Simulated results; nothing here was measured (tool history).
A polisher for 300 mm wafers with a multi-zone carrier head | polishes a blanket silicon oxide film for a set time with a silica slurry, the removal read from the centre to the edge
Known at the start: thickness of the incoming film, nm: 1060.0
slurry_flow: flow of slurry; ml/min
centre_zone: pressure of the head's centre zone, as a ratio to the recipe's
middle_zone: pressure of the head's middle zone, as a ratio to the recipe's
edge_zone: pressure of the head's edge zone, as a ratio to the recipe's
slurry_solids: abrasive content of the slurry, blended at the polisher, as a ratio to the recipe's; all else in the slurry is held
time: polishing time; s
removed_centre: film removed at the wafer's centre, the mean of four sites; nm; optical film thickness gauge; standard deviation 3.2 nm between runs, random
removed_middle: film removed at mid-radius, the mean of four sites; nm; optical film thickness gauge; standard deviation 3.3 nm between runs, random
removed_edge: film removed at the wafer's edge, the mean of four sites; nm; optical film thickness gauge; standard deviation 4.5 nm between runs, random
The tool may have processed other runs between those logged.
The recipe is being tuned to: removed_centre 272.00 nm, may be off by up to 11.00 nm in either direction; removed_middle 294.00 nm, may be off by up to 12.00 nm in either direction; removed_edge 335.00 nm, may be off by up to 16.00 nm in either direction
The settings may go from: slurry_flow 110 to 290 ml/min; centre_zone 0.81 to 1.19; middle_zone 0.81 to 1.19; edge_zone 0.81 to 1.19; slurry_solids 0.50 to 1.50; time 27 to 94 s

Run 1, hour 0.0: slurry_flow 185 ml/min, centre_zone 1.00, middle_zone 1.00, edge_zone 1.00, slurry_solids 1.00, time 60 s. Result: removed_centre 192.53 nm, removed_middle 197.21 nm, removed_edge 195.17 nm.
Run 2, hour 1.4: slurry_flow 185 ml/min, centre_zone 1.00, middle_zone 1.00, edge_zone 1.03, slurry_solids 1.00, time 60 s. Result: removed_centre 189.56 nm, removed_middle 194.54 nm, removed_edge 196.25 nm.
Run 3, hour 2.7: slurry_flow 185 ml/min, centre_zone 0.96, middle_zone 1.00, edge_zone 1.03, slurry_solids 1.00, time 60 s. Result: removed_centre 186.94 nm, removed_middle 196.73 nm, removed_edge 193.54 nm.
Run 4, hour 5.4: slurry_flow 185 ml/min, centre_zone 0.96, middle_zone 1.03, edge_zone 1.03, slurry_solids 1.00, time 60 s. Result: removed_centre 186.03 nm, removed_middle 204.99 nm, removed_edge 203.69 nm.
Run 5, hour 6.4: slurry_flow 185 ml/min, centre_zone 0.96, middle_zone 1.03, edge_zone 1.03, slurry_solids 1.15, time 60 s. Result: removed_centre 199.28 nm, removed_middle 215.05 nm, removed_edge 205.74 nm.
At hour 10.4: worn pad replaced by a new one.
Run 6, hour 10.4: slurry_flow 175 ml/min, centre_zone 0.94, middle_zone 1.01, edge_zone 1.05, slurry_solids 1.15, time 64 s. Result: removed_centre 216.44 nm, removed_middle 240.71 nm, removed_edge 240.35 nm.
Run 7, hour 11.5: slurry_flow 170 ml/min, centre_zone 0.94, middle_zone 1.00, edge_zone 1.07, slurry_solids 1.20, time 64 s. Result: removed_centre 224.47 nm, removed_middle 237.76 nm, removed_edge 246.82 nm.
Run 8, hour 20.3: slurry_flow 165 ml/min, centre_zone 0.93, middle_zone 1.00, edge_zone 1.08, slurry_solids 1.25, time 64 s. Result: removed_centre 227.13 nm, removed_middle 242.25 nm, removed_edge 248.79 nm.

Which single option among these 5 for the next run brings every result within its allowed miss of target? Just one does.
Run A, hour 29.1: slurry_flow 210 ml/min, centre_zone 0.81, middle_zone 0.98, edge_zone 1.03, slurry_solids 1.20, time 86 s. Result: removed_centre ?, removed_middle ?, removed_edge ?.
Run B, hour 29.1: slurry_flow 135 ml/min, centre_zone 0.81, middle_zone 1.04, edge_zone 1.17, slurry_solids 1.15, time 87 s. Result: removed_centre ?, removed_middle ?, removed_edge ?.
Run C, hour 29.1: slurry_flow 120 ml/min, centre_zone 0.85, middle_zone 0.97, edge_zone 1.19, slurry_solids 1.15, time 88 s. Result: removed_centre ?, removed_middle ?, removed_edge ?.
Run D, hour 29.1: slurry_flow 170 ml/min, centre_zone 0.86, middle_zone 1.05, edge_zone 1.15, slurry_solids 1.15, time 85 s. Result: removed_centre ?, removed_middle ?, removed_edge ?.
Run E, hour 29.1: slurry_flow 110 ml/min, centre_zone 0.90, middle_zone 0.94, edge_zone 1.11, slurry_solids 1.35, time 87 s. Result: removed_centre ?, removed_middle ?, removed_edge ?.

move  removed_centre  removed_middle  removed_edge
   A          279.24          332.57        324.89
   B          251.85          318.72        322.45
   C          254.56          294.49        322.14
   D          272.25          329.92        323.62
   E          272.98          295.88        323.76
A: puts the biggest miss on target and leaves a different result outside tolerance
B: puts the biggest miss on target and leaves a different result outside tolerance
C: puts the biggest miss on target and leaves a different result outside tolerance
D: puts the biggest miss on target and leaves a different result outside tolerance
E: each result inside its tolerance
The move that meets every target is E.

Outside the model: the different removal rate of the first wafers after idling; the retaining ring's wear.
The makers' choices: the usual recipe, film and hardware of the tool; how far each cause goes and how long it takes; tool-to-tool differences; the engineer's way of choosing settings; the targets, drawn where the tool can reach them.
